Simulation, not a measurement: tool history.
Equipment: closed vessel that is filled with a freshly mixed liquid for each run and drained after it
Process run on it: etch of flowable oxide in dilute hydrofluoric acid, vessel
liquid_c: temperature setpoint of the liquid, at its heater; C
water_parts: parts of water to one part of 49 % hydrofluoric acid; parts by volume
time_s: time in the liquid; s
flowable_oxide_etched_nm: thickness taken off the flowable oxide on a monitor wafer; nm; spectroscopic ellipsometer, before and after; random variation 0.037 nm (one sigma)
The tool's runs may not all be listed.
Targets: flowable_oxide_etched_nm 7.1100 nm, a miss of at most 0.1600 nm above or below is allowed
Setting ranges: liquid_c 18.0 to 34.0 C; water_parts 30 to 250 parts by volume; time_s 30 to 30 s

run	hour	liquid_c	water_parts	time_s	flowable_oxide_etched_nm
1	0.0	26.0	140	30	8.5800
2	9.1	25.5	140	30	8.4735
3	12.7	25.0	140	30	8.3044
4	16.6	25.0	140	30	8.2562
5	19.1	25.0	140	30	8.2696
6	26.0	25.0	140	30	8.3414
7	33.3	24.5	140	30	8.0849
8	39.2	24.0	140	30	8.0627
9	44.2	23.5	140	30	7.8768
10	45.4	23.0	140	30	7.6499
11	54.1	22.0	140	30	7.3606

Consider the 5 candidate settings below. Which is the only one whose results all fall within their allowed miss of target?
A	62.8	23.0	145	30	?
B	62.8	18.0	125	30	?
C	62.8	26.0	155	30	?
D	62.8	21.0	135	30	?
E	62.8	19.0	125	30	?

move	flowable_oxide_etched_nm
A	7.4354
B	7.2160
C	7.7068
D	7.4651
E	7.5180
A: lands further from the targets than the last run did
B: all results land within tolerance of their targets
C: lands further from the targets than the last run did
D: lands further from the targets than the last run did
E: lands further from the targets than the last run did
Answer: B
